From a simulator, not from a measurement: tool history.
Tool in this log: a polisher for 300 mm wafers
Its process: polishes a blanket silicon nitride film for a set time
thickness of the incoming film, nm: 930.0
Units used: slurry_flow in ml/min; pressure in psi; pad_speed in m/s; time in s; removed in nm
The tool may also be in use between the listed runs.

Run 1, hour 0: slurry_flow 185 ml/min, pressure 3.1 psi, pad_speed 1.34 m/s, time 47 s. Result: removed 73.039 nm.
Run 2, hour 1.3: slurry_flow 185 ml/min, pressure 3.4 psi, pad_speed 1.36 m/s, time 47 s. Result: removed 79.668 nm.
Run 3, hour 8.4: slurry_flow 185 ml/min, pressure 3.7 psi, pad_speed 1.38 m/s, time 47 s. Result: removed 87.629 nm.
Run 4, hour 9: slurry_flow 185 ml/min, pressure 3.9 psi, pad_speed 1.38 m/s, time 47 s. Result: removed 93.987 nm.
Run 5, hour 10.4: slurry_flow 185 ml/min, pressure 4 psi, pad_speed 1.38 m/s, time 47 s. Result: removed 95.265 nm.
Run 6, hour 19.2: slurry_flow 185 ml/min, pressure 4.1 psi, pad_speed 1.38 m/s, time 47 s. Result: removed 95.32 nm.
Run 7, hour 23.5: slurry_flow 185 ml/min, pressure 4.1 psi, pad_speed 1.38 m/s, time 47 s. Result: removed 99.634 nm.

Estimate the outcome of run 8 from the log above:
Run 8, hour 32.4: slurry_flow 185 ml/min, pressure 4.2 psi, pad_speed 1.38 m/s, time 47 s. Result: removed ?.

Run 8 produced removed 96.675 nm.
